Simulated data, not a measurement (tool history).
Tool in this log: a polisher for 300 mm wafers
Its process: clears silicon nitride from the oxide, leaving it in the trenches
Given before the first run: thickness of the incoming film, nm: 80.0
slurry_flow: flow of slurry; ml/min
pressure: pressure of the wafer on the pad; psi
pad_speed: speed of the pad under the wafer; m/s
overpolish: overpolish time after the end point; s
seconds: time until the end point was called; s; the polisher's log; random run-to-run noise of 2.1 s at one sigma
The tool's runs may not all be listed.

{"run": 1, "hour": 0.0, "slurry_flow": 190, "pressure": 2.9, "pad_speed": 0.84, "overpolish": 34, "seconds": 91.599}
{"run": 2, "hour": 8.9, "slurry_flow": 190, "pressure": 2.6, "pad_speed": 0.84, "overpolish": 34, "seconds": 100.44}
{"run": 3, "hour": 17.2, "slurry_flow": 190, "pressure": 2.4, "pad_speed": 0.84, "overpolish": 34, "seconds": 108.6}
{"run": 4, "hour": 24.7, "slurry_flow": 170, "pressure": 2.4, "pad_speed": 0.84, "overpolish": 34, "seconds": 110.73}
{"run": 5, "hour": 29.7, "slurry_flow": 145, "pressure": 2.4, "pad_speed": 0.84, "overpolish": 34, "seconds": 116.36}
{"run": 6, "hour": 31.9, "slurry_flow": 130, "pressure": 2.4, "pad_speed": 0.84, "overpolish": 34, "seconds": 118.89}
{"hour": 36.1, "done": "slurry nozzle cleaned"}
{"run": 7, "hour": 36.1, "slurry_flow": 130, "pressure": 2.3, "pad_speed": 0.84, "overpolish": 34, "seconds": 115.66}

What does the tool deliver on the next run?
{"run": 8, "hour": 40.4, "slurry_flow": 130, "pressure": 2.1, "pad_speed": 0.84, "overpolish": 34, "seconds": "?"}

{"run 8": {"seconds": 130.98}}
